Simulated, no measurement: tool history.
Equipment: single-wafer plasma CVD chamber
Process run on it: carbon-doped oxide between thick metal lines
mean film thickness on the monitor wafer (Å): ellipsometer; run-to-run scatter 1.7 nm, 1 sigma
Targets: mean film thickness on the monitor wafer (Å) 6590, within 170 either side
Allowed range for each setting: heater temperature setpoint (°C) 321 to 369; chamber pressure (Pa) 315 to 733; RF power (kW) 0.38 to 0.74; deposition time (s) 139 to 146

run  hour  heater temperature setpoint (°C)  chamber pressure (Pa)  RF power (kW)  deposition time (s)  mean film thickness on the monitor wafer (Å)
  1     0                               345                    524           0.56                  146                                        7916.6
  2   4.9                               345                    524          0.595                  146                                        8178.4
  3   7.8                               346                    503           0.55                  144                                        7675.4
  4  12.9                               346                    465           0.55                  144                                        7570.6
  5  21.2                               346                    465           0.49                  144                                          7164
  6  29.4                               346                    465           0.54                  144                                        7486.6
  7    37                               347                    435           0.52                  143                                        7270.1
  8  38.3                               348                    423            0.5                  142                                          6984
  9  46.4                               348                    423            0.5                  142                                        6993.8
 10  48.6                               348                    423            0.5                  142                                        6980.1
 11  56.7                               349                    408          0.495                  142                                        6871.6
 12  58.6                               350                    399           0.49                  142                                        6828.1
 13  63.4                               351                    389          0.485                  142                                          6786

5 next moves are on the table. One of them brings every result within its allowed miss. Which?
  A  68.2                               354                    320          0.515                  139                                             ?
  B  68.2                               345                    391          0.505                  144                                             ?
  C  68.2                               338                    343           0.46                  146                                             ?
  D  68.2                               351                    376          0.485                  146                                             ?
  E  68.2                               348                    399            0.5                  146                                             ?

move  mean film thickness on the monitor wafer (Å)
   A                                        6668.4
   B                                        7137.3
   C                                        6957.1
   D                                        6931.1
   E                                        7145.7
A: meets every target
B: its largest miss is bigger than the last run's
C: its largest miss is bigger than the last run's
D: its largest miss is bigger than the last run's
E: its largest miss is bigger than the last run's
Answer: A
